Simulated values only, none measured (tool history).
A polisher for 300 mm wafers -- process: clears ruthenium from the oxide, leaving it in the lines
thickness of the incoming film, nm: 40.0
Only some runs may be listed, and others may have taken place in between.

| run | day | flow of slurry (ml/min) | pressure of the wafer on the pad (kPa) | speed of the pad under the wafer (m/s) | overpolish time after the end point (s) | time until the end point was called (s) |
|---|---|---|---|---|---|---|
| 1 | 0 | 205 | 9 | 0.76 | 12 | 85.849 |
| 2 | 0.354 | 205 | 8.3 | 0.76 | 12 | 93.807 |
| 3 | 0.675 | 205 | 8.3 | 0.58 | 12 | 121.43 |
| 4 | 0.875 | 205 | 8.3 | 0.66 | 12 | 107.69 |
| 5 | 1.162 | 195 | 7.6 | 0.62 | 12 | 125.58 |
| 6 | 1.2 | 195 | 10.3 | 0.62 | 12 | 93.078 |
| 7 | 1.388 | 185 | 9.7 | 0.58 | 12 | 104.4 |
| 8 | 1.612 | 180 | 9 | 0.56 | 12 | 117.24 |
| 9 | 1.658 | 175 | 8.3 | 0.54 | 12 | 129.81 |
| 10 | 1.754 | 170 | 7.6 | 0.52 | 12 | 151.27 |

What does the tool deliver on the next run?
| 11 | 2.05 | 165 | 6.9 | 0.5 | 12 | ? |

Run 11 came out at time until the end point was called (s) 170.62.
